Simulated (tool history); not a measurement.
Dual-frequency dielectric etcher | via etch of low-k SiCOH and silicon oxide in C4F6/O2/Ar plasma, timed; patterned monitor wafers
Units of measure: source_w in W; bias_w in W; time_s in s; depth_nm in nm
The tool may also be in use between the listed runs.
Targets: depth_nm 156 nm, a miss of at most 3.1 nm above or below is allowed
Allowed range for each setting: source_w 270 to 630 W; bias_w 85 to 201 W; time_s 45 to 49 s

{"run": 1, "hour": 0.0, "source_w": 450, "bias_w": 143, "time_s": 49, "depth_nm": 134.43}
{"run": 2, "hour": 5.9, "source_w": 470, "bias_w": 144, "time_s": 49, "depth_nm": 136.19}
{"run": 3, "hour": 11.7, "source_w": 470, "bias_w": 162, "time_s": 49, "depth_nm": 142.67}
{"run": 4, "hour": 20.7, "source_w": 480, "bias_w": 163, "time_s": 49, "depth_nm": 143.37}
{"run": 5, "hour": 24.9, "source_w": 480, "bias_w": 163, "time_s": 45, "depth_nm": 131.47}
{"run": 6, "hour": 30.4, "source_w": 480, "bias_w": 163, "time_s": 45, "depth_nm": 129.92}
{"run": 7, "hour": 39.2, "source_w": 490, "bias_w": 168, "time_s": 45.5, "depth_nm": 133.69}
{"run": 8, "hour": 40.5, "source_w": 500, "bias_w": 172, "time_s": 46, "depth_nm": 139.05}
{"run": 9, "hour": 43.9, "source_w": 510, "bias_w": 174, "time_s": 46, "depth_nm": 140.97}
{"run": 10, "hour": 50.4, "source_w": 520, "bias_w": 175, "time_s": 46, "depth_nm": 142.17}

Which of these 4 next moves meets every target?
{"run": "A", "hour": 56.9, "source_w": 540, "bias_w": 201, "time_s": 47, "depth_nm": "?"}
{"run": "B", "hour": 56.9, "source_w": 560, "bias_w": 166, "time_s": 47, "depth_nm": "?"}
{"run": "C", "hour": 56.9, "source_w": 540, "bias_w": 178, "time_s": 47, "depth_nm": "?"}
{"run": "D", "hour": 56.9, "source_w": 520, "bias_w": 171, "time_s": 49, "depth_nm": "?"}

move=A depth_nm=154.04
move=B depth_nm=146.31
move=C depth_nm=147.72
move=D depth_nm=149.72
A: meets every target
B: an improvement on the last run, though not all results are within tolerance
C: an improvement on the last run, though not all results are within tolerance
D: an improvement on the last run, though not all results are within tolerance
Move A is the one to make.
